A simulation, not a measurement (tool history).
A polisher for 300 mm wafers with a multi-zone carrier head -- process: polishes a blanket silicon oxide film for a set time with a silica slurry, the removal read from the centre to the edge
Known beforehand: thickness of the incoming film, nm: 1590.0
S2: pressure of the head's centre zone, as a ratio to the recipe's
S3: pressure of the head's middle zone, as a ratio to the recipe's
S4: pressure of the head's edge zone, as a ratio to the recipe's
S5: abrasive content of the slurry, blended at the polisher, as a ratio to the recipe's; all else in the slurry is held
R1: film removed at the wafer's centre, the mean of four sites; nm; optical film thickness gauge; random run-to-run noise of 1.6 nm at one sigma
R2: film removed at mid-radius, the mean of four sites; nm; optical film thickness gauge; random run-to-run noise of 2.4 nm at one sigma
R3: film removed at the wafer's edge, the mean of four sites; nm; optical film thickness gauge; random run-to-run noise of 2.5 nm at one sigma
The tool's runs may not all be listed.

{"run": 1, "hour": 0.0, "flow of slurry (ml/min)": 235, "S2": 1, "S3": 1, "S4": 1, "S5": 1, "polishing time (s)": 54, "R1": 120.23, "R2": 120.85, "R3": 122.74}
{"run": 2, "hour": 6.2, "flow of slurry (ml/min)": 235, "S2": 1, "S3": 1.02, "S4": 1.04, "S5": 1.15, "polishing time (s)": 56, "R1": 133.92, "R2": 136.08, "R3": 139.67}
{"run": 3, "hour": 14.2, "flow of slurry (ml/min)": 240, "S2": 1, "S3": 1.04, "S4": 1.07, "S5": 1.25, "polishing time (s)": 57, "R1": 138.34, "R2": 145.91, "R3": 146.76}
{"run": 4, "hour": 17.4, "flow of slurry (ml/min)": 260, "S2": 1, "S3": 1.04, "S4": 1.07, "S5": 1.25, "polishing time (s)": 57, "R1": 142.07, "R2": 143.95, "R3": 144.33}
{"run": 5, "hour": 19.6, "flow of slurry (ml/min)": 260, "S2": 1, "S3": 1.04, "S4": 1.07, "S5": 1.25, "polishing time (s)": 65, "R1": 161.66, "R2": 165.26, "R3": 167.76}
{"run": 6, "hour": 25.8, "flow of slurry (ml/min)": 260, "S2": 1, "S3": 1.04, "S4": 1.02, "S5": 1.25, "polishing time (s)": 65, "R1": 161.99, "R2": 164.75, "R3": 164.25}
{"run": 7, "hour": 27.9, "flow of slurry (ml/min)": 245, "S2": 1, "S3": 1.04, "S4": 1.04, "S5": 1.3, "polishing time (s)": 65, "R1": 161.28, "R2": 165.96, "R3": 166.55}
{"run": 8, "hour": 35.1, "flow of slurry (ml/min)": 245, "S2": 1, "S3": 1.04, "S4": 1.07, "S5": 1.35, "polishing time (s)": 65, "R1": 163.94, "R2": 169.57, "R3": 171.38}
{"run": 9, "hour": 38.4, "flow of slurry (ml/min)": 245, "S2": 1, "S3": 1.04, "S4": 1.09, "S5": 1.4, "polishing time (s)": 65, "R1": 167.12, "R2": 173.66, "R3": 179.04}

For run 10, what comes out?
{"run": 10, "hour": 45.6, "flow of slurry (ml/min)": 245, "S2": 1, "S3": 1.04, "S4": 1.1, "S5": 1.4, "polishing time (s)": 65, "R1": "?", "R2": "?", "R3": "?"}

{"run 10": {"R1": 167.6, "R2": 169.89, "R3": 177.7}}

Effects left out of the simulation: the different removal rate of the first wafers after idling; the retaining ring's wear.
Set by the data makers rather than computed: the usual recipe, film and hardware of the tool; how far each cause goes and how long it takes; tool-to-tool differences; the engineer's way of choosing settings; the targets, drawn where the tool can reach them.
